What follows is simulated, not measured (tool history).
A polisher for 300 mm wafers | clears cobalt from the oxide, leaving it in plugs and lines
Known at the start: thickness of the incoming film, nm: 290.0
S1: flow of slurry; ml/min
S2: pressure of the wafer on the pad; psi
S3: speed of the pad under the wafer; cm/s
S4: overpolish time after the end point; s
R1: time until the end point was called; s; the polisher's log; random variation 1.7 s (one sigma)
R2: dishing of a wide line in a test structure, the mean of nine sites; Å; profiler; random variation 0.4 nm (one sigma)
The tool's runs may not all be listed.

run 1 hour=0 | S1=210 S2=2 S3=106 S4=12 | R1=62.356 R2=318.62
run 2 hour=9 | S1=210 S2=1.7 S3=106 S4=12 | R1=72.098 R2=284.56
run 3 hour=11.8 | S1=210 S2=1.6 S3=106 S4=13 | R1=76.637 R2=292.99
run 4 hour=17.2 | S1=210 S2=1.5 S3=106 S4=14 | R1=79.406 R2=296.4
run 5 hour=19.4 | S1=210 S2=1.4 S3=106 S4=15 | R1=85.171 R2=305.39
run 6 hour=24.9 | S1=210 S2=1.4 S3=94 S4=15 | R1=94.556 R2=288.8
run 7 hour=28.2 | S1=210 S2=1.3 S3=94 S4=16 | R1=98.448 R2=287.36
run 8 hour=30.4 | S1=205 S2=1.1 S3=92 S4=17 | R1=115.36 R2=270.57

Forecast run 9:
run 9 hour=35.6 | S1=210 S2=1.1 S3=92 S4=17 | R1=? R2=?

Run 9 gave R1 113.24 s, R2 270.08 Å.
